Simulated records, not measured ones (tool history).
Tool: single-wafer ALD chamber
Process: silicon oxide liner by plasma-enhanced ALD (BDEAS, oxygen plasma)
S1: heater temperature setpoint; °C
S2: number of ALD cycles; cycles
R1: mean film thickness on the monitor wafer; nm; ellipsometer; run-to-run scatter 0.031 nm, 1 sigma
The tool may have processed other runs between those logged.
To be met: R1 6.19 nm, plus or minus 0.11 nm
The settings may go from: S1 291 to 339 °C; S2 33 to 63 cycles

| run | hour | S1 | S2 | R1 |
|---|---|---|---|---|
| 1 | 0 | 315 | 48 | 5.0204 |
| 2 | 0.8 | 315 | 49 | 5.1114 |
| 3 | 2.1 | 320 | 49 | 5.0932 |
| 4 | 5.3 | 310 | 49 | 5.1118 |
| 5 | 6.7 | 310 | 50 | 5.2703 |
| 6 | 7.7 | 310 | 51 | 5.3866 |
| 7 | 10.4 | 310 | 52 | 5.4681 |
| 8 | 18.1 | 310 | 53 | 5.5954 |
| 9 | 24.4 | 310 | 54 | 5.6764 |
| 10 | 26.4 | 310 | 55 | 5.7809 |
| 11 | 30.6 | 309 | 57 | 5.966 |

Of the 5 settings listed for the next run, only one would bring every result within its allowed miss of target. Which one?
| A | 34.8 | 321 | 57 | ? |
| B | 34.8 | 318 | 60 | ? |
| C | 34.8 | 312 | 57 | ? |
| D | 34.8 | 315 | 56 | ? |
| E | 34.8 | 308 | 54 | ? |

| move | R1 |
|---|---|
| A | 5.8542 |
| B | 6.1927 |
| C | 5.9408 |
| D | 5.8082 |
| E | 5.6646 |
A: lands further from the targets than the last run did
B: in spec on every target
C: lands further from the targets than the last run did
D: lands further from the targets than the last run did
E: lands further from the targets than the last run did
Answer: B
